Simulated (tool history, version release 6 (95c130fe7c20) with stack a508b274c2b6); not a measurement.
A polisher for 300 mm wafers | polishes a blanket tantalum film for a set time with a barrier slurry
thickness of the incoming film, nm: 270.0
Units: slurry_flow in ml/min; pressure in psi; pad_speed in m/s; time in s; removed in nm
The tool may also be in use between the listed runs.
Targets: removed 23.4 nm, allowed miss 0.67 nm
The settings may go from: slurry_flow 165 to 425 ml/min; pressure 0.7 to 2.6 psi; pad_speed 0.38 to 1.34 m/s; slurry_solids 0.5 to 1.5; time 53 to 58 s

run 1 hour=0 | slurry_flow=275 pressure=1.6 pad_speed=0.86 slurry_solids=1 time=58 | removed=58.079
run 2 hour=6.5 | slurry_flow=275 pressure=1.4 pad_speed=0.8 slurry_solids=1 time=58 | removed=46.79
run 3 hour=12.8 | slurry_flow=235 pressure=1.4 pad_speed=0.8 slurry_solids=1 time=58 | removed=46.989
run 4 hour=14.9 | slurry_flow=235 pressure=1.4 pad_speed=0.8 slurry_solids=1 time=58 | removed=45.518
-- hour=17.6 worn pad replaced by a new one
run 5 hour=17.6 | slurry_flow=230 pressure=1.3 pad_speed=0.78 slurry_solids=1 time=58 | removed=46.722
run 6 hour=25.8 | slurry_flow=230 pressure=1 pad_speed=0.78 slurry_solids=1 time=58 | removed=35.97
run 7 hour=26.3 | slurry_flow=230 pressure=0.9 pad_speed=0.74 slurry_solids=1 time=58 | removed=31.295
run 8 hour=33 | slurry_flow=230 pressure=0.9 pad_speed=0.72 slurry_solids=1 time=58 | removed=30.523
run 9 hour=40.8 | slurry_flow=235 pressure=0.9 pad_speed=0.7 slurry_solids=1 time=58 | removed=29.563
run 10 hour=43.1 | slurry_flow=240 pressure=0.9 pad_speed=0.68 slurry_solids=1 time=58 | removed=28.917
run 11 hour=50.7 | slurry_flow=245 pressure=0.9 pad_speed=0.68 slurry_solids=1 time=58 | removed=29.308
run 12 hour=55.8 | slurry_flow=245 pressure=0.9 pad_speed=0.66 slurry_solids=1 time=58 | removed=28.498
run 13 hour=60.3 | slurry_flow=245 pressure=0.8 pad_speed=0.64 slurry_solids=1 time=58 | removed=24.622
run 14 hour=66.6 | slurry_flow=245 pressure=0.8 pad_speed=0.64 slurry_solids=1 time=58 | removed=24.569
run 15 hour=73.5 | slurry_flow=240 pressure=0.7 pad_speed=0.64 slurry_solids=1 time=58 | removed=21.5
run 16 hour=77.3 | slurry_flow=230 pressure=0.7 pad_speed=0.64 slurry_solids=1 time=58 | removed=21.443
run 17 hour=80.2 | slurry_flow=230 pressure=0.7 pad_speed=0.64 slurry_solids=1 time=58 | removed=21.23
run 18 hour=87.2 | slurry_flow=240 pressure=0.7 pad_speed=0.64 slurry_solids=1 time=58 | removed=21.492
run 19 hour=89.4 | slurry_flow=235 pressure=0.7 pad_speed=0.64 slurry_solids=1 time=58 | removed=21.164
run 20 hour=93.8 | slurry_flow=280 pressure=0.9 pad_speed=0.64 slurry_solids=1 time=58 | removed=28.075
run 21 hour=101.7 | slurry_flow=265 pressure=0.9 pad_speed=0.64 slurry_solids=1 time=58 | removed=27.669
run 22 hour=107.1 | slurry_flow=250 pressure=0.9 pad_speed=0.64 slurry_solids=1 time=58 | removed=27.599

5 next moves are on the table. One of them brings every result within its allowed miss. Which?
run A hour=112.5 | slurry_flow=230 pressure=0.9 pad_speed=0.58 slurry_solids=1.15 time=53 | removed=?
run B hour=112.5 | slurry_flow=240 pressure=1.1 pad_speed=0.68 slurry_solids=1.2 time=58 | removed=?
run C hour=112.5 | slurry_flow=215 pressure=1 pad_speed=0.56 slurry_solids=1.15 time=54 | removed=?
run D hour=112.5 | slurry_flow=210 pressure=1.4 pad_speed=0.52 slurry_solids=0.9 time=58 | removed=?
run E hour=112.5 | slurry_flow=255 pressure=1.1 pad_speed=0.5 slurry_solids=1.05 time=55 | removed=?

move=A removed=23.553
move=B removed=36.958
move=C removed=25.412
move=D removed=32.584
move=E removed=25.379
A: meets every target
B: further off than the last run
C: nearer than the last run, and not there yet
D: further off than the last run
E: nearer than the last run, and not there yet
The right move is A.
